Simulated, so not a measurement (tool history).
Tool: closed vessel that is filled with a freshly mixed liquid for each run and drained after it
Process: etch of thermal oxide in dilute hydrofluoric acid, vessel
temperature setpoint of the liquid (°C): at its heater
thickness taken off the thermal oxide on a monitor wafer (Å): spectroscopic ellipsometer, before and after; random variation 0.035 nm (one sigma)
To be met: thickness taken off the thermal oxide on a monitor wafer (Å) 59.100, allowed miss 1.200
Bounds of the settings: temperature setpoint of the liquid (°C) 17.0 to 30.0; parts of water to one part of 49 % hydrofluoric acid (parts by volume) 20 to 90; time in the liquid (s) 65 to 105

run,hour,temperature setpoint of the liquid (°C),parts of water to one part of 49 % hydrofluoric acid (parts by volume),time in the liquid (s),thickness taken off the thermal oxide on a monitor wafer (Å)
1,0.0,22.0,50,105,87.570
2,3.0,21.0,50,105,83.841
3,8.8,21.0,50,65,52.337
4,13.4,21.0,60,65,43.136
5,20.4,22.0,60,65,44.637
6,22.8,22.0,60,65,44.649
7,30.3,23.0,60,65,46.918
8,34.2,24.0,60,65,48.517
9,38.7,25.0,60,65,50.406
10,46.3,26.0,60,65,52.574
11,49.4,26.5,60,65,53.363
12,51.8,27.0,60,65,55.392
13,61.1,27.5,60,65,56.225
14,64.3,28.0,60,65,57.295

4 next moves are on the table. One of them brings every result within its allowed miss. Which?
A,67.5,28.0,60,70,?
B,67.5,27.5,60,65,?
C,67.5,29.0,65,70,?
D,67.5,27.5,65,80,?

move,thickness taken off the thermal oxide on a monitor wafer (Å)
A,61.511
B,55.997
C,58.625
D,63.169
A: takes the result that was furthest off past its target
B: further off than the last run
C: meets every target
D: takes the result that was furthest off past its target
Answer: C
